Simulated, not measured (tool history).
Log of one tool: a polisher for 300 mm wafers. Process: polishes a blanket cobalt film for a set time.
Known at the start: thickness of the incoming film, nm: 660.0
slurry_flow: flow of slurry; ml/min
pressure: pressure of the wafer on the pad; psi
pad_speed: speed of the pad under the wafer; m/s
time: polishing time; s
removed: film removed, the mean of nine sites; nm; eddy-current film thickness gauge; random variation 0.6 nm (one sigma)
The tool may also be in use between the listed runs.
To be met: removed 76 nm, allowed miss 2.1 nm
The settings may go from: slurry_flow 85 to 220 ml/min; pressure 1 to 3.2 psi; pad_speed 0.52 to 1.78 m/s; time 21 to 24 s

run,hour,slurry_flow,pressure,pad_speed,time,removed
1,0,140,2.1,1.14,24,170.19
2,1.8,130,1.8,1.06,24,144.54
3,10.7,130,2,1.06,24,156.43
4,13.2,130,2,1.06,21,134.3
5,16.7,130,2,1.06,24,155.2
6,20,155,2,1.06,24,156.92
7,22.1,150,1.7,0.94,24,127.27
8,28.1,145,1.5,0.84,24,107.03
9,30.2,140,1.3,0.8,24,92.535
10,36.9,130,1.2,0.8,24,88.938
11,39.9,125,1.1,0.78,24,83.418
12,43.4,120,1.1,0.76,24,81.353
13,51.2,115,1.1,0.76,24,81.206

Which of these 4 next moves meets every target?
A,59,135,1.1,0.86,23,?
B,59,95,1.9,0.64,24,?
C,59,135,1.2,0.66,24,?
D,59,130,1.4,0.72,24,?

move,removed
A,89.801
B,89.087
C,75.682
D,88.115
A: further off than the last run
B: further off than the last run
C: meets every target
D: further off than the last run
The right move is C.
